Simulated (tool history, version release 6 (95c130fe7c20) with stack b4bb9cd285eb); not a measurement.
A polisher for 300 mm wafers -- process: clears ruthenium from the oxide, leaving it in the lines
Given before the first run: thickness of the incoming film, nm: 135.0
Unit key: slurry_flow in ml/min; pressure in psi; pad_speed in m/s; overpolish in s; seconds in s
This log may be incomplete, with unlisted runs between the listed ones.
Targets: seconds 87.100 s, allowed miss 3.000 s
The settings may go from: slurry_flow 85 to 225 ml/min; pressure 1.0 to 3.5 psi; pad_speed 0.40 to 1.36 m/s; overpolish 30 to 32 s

Run 1, hour 0.0: slurry_flow 145 ml/min, pressure 2.2 psi, pad_speed 0.88 m/s, overpolish 30 s. Result: seconds 112.350 s.
Run 2, hour 2.6: slurry_flow 150 ml/min, pressure 2.3 psi, pad_speed 0.88 m/s, overpolish 30 s. Result: seconds 106.340 s.
Run 3, hour 5.9: slurry_flow 150 ml/min, pressure 1.8 psi, pad_speed 0.88 m/s, overpolish 30 s. Result: seconds 133.530 s.
Run 4, hour 8.1: slurry_flow 155 ml/min, pressure 1.9 psi, pad_speed 0.88 m/s, overpolish 30 s. Result: seconds 127.780 s.
Run 5, hour 11.9: slurry_flow 155 ml/min, pressure 1.9 psi, pad_speed 0.72 m/s, overpolish 30 s. Result: seconds 154.390 s.
Run 6, hour 16.5: slurry_flow 185 ml/min, pressure 1.9 psi, pad_speed 0.72 m/s, overpolish 30 s. Result: seconds 148.670 s.
Run 7, hour 24.7: slurry_flow 185 ml/min, pressure 2.1 psi, pad_speed 0.72 m/s, overpolish 30 s. Result: seconds 137.310 s.
Run 8, hour 26.1: slurry_flow 185 ml/min, pressure 2.3 psi, pad_speed 0.72 m/s, overpolish 30 s. Result: seconds 127.400 s.
Run 9, hour 32.6: slurry_flow 200 ml/min, pressure 2.9 psi, pad_speed 0.74 m/s, overpolish 30 s. Result: seconds 98.720 s.
Run 10, hour 37.6: slurry_flow 200 ml/min, pressure 3.0 psi, pad_speed 0.74 m/s, overpolish 30 s. Result: seconds 96.739 s.

Exercise: of the 5 proposed moves below, exactly one satisfies all targets within the stated allowed misses. Which move is it?
Run A, hour 42.6: slurry_flow 225 ml/min, pressure 3.3 psi, pad_speed 0.66 m/s, overpolish 30 s. Result: seconds ?.
Run B, hour 42.6: slurry_flow 185 ml/min, pressure 3.0 psi, pad_speed 0.82 m/s, overpolish 30 s. Result: seconds ?.
Run C, hour 42.6: slurry_flow 205 ml/min, pressure 3.3 psi, pad_speed 0.58 m/s, overpolish 30 s. Result: seconds ?.
Run D, hour 42.6: slurry_flow 210 ml/min, pressure 2.9 psi, pad_speed 0.76 m/s, overpolish 30 s. Result: seconds ?.
Run E, hour 42.6: slurry_flow 210 ml/min, pressure 3.3 psi, pad_speed 0.66 m/s, overpolish 30 s. Result: seconds ?.

move  seconds
   A   96.193
   B   87.654
   C  110.120
   D   95.792
   E   97.006
A: closes in on the targets versus the last run, not all within tolerance yet
B: each result inside its tolerance
C: lands further from the targets than the last run did
D: closes in on the targets versus the last run, not all within tolerance yet
E: as far off as the last run
B is the move that brings every result within its allowed miss.
